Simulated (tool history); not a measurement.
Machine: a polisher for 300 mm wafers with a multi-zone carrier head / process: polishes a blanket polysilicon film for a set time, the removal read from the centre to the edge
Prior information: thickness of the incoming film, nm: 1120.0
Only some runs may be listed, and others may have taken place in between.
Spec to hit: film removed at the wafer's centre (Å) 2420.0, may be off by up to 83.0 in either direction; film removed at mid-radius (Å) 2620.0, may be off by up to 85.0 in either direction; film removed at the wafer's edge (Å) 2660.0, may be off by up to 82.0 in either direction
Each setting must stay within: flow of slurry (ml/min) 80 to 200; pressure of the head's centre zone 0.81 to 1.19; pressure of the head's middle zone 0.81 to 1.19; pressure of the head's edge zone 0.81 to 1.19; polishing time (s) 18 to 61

run	day	flow of slurry (ml/min)	pressure of the head's centre zone	pressure of the head's middle zone	pressure of the head's edge zone	polishing time (s)	film removed at the wafer's centre (Å)	film removed at mid-radius (Å)	film removed at the wafer's edge (Å)
1	0.000	130	1.00	1.00	1.00	39	3542.2	3625.7	3643.5
2	0.171	125	0.98	0.98	0.97	37	3315.8	3364.6	3354.3
3	0.483	115	0.95	0.96	0.96	36	3084.2	3109.4	3217.0
4	0.650	110	0.92	0.96	0.94	35	2870.2	3051.5	3095.6
5	0.733	110	0.92	0.96	0.94	28	2267.5	2425.7	2488.8
6	0.804	110	0.92	0.96	1.00	28	2251.4	2426.6	2546.1
7	1.004	115	0.92	0.96	1.00	28	2307.3	2478.5	2529.6
8	1.096	115	0.92	0.96	1.01	28	2312.7	2509.7	2554.2
9	1.388	115	0.92	0.96	1.02	28	2251.1	2486.5	2609.8

Exercise: of the 5 proposed moves below, exactly one satisfies all targets within the stated allowed misses. Which move is it?
A	1.679	115	0.88	0.91	1.02	29	?	?	?
B	1.679	110	0.84	0.98	1.04	29	?	?	?
C	1.679	125	0.86	1.09	1.13	26	?	?	?
D	1.679	105	0.95	1.01	1.04	29	?	?	?
E	1.679	120	0.85	1.01	1.02	27	?	?	?

move	film removed at the wafer's centre (Å)	film removed at mid-radius (Å)	film removed at the wafer's edge (Å)
A	2268.2	2445.9	2700.0
B	2140.8	2577.0	2704.5
C	2030.1	2599.2	2573.4
D	2394.5	2613.5	2683.5
E	2062.1	2508.7	2526.6
A: roughly where the last run was
B: moves away from the targets compared with the last run
C: moves away from the targets compared with the last run
D: each result inside its tolerance
E: moves away from the targets compared with the last run
Answer: D
